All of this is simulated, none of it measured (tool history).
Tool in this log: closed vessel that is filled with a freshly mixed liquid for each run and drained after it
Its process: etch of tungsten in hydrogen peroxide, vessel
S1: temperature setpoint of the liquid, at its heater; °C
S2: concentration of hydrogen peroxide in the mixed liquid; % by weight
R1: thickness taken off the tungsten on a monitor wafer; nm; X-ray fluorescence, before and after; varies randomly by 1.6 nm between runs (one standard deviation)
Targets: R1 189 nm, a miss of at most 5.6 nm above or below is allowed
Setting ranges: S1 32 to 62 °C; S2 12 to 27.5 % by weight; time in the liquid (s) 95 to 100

run 1 hour=0 | S1=46 S2=18.5 time_in_the_liquid_(s)=95 | R1=130.63
run 2 hour=2.4 | S1=42.5 S2=18.5 time_in_the_liquid_(s)=95 | R1=102.65
run 3 hour=11 | S1=42.5 S2=17 time_in_the_liquid_(s)=95 | R1=99.384
run 4 hour=13.4 | S1=45 S2=17 time_in_the_liquid_(s)=95 | R1=115.85
run 5 hour=14.3 | S1=45 S2=17 time_in_the_liquid_(s)=95 | R1=116.67
run 6 hour=21.3 | S1=45 S2=17 time_in_the_liquid_(s)=95 | R1=116.34
run 7 hour=26.9 | S1=47 S2=17 time_in_the_liquid_(s)=95 | R1=132.47
run 8 hour=33.1 | S1=48.5 S2=17 time_in_the_liquid_(s)=95 | R1=143.88
run 9 hour=34.5 | S1=49.5 S2=17 time_in_the_liquid_(s)=95 | R1=150.71
run 10 hour=38.4 | S1=50.5 S2=17 time_in_the_liquid_(s)=95 | R1=164.42
run 11 hour=40.4 | S1=51 S2=17 time_in_the_liquid_(s)=95 | R1=169.75
run 12 hour=47.1 | S1=51.5 S2=17 time_in_the_liquid_(s)=95 | R1=171.85
run 13 hour=48.4 | S1=52 S2=17 time_in_the_liquid_(s)=95 | R1=176.85

Of the 5 settings listed for the next run, only one would bring every result within its allowed miss of target. Which one?
run A hour=49.7 | S1=51 S2=19.5 time_in_the_liquid_(s)=95 | R1=?
run B hour=49.7 | S1=52 S2=16 time_in_the_liquid_(s)=95 | R1=?
run C hour=49.7 | S1=51 S2=14.5 time_in_the_liquid_(s)=100 | R1=?
run D hour=49.7 | S1=49.5 S2=17.5 time_in_the_liquid_(s)=95 | R1=?
run E hour=49.7 | S1=53 S2=15 time_in_the_liquid_(s)=100 | R1=?

move=A R1=180.55
move=B R1=173.75
move=C R1=163.88
move=D R1=156.08
move=E R1=188.08
A: closes in on the targets versus the last run, not all within tolerance yet
B: its largest miss is bigger than the last run's
C: its largest miss is bigger than the last run's
D: its largest miss is bigger than the last run's
E: all results in spec
Answer: E
